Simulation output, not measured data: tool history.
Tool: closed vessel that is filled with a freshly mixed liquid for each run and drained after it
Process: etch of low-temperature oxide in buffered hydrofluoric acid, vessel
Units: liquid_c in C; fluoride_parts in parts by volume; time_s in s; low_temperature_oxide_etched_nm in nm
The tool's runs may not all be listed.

run,day,liquid_c,fluoride_parts,time_s,low_temperature_oxide_etched_nm
1,0,22,14,95,164.84
2,0.108,24,14,95,184.15
3,0.217,24,14,95,184.67
4,0.262,25.5,14,95,200.5
5,0.588,27,14,95,214.93
6,0.633,28,14,95,226.35

The next listed run, before its measurement:
7,0.712,28.5,14,95,?

Run 7 gave low_temperature_oxide_etched_nm 235.52 nm.
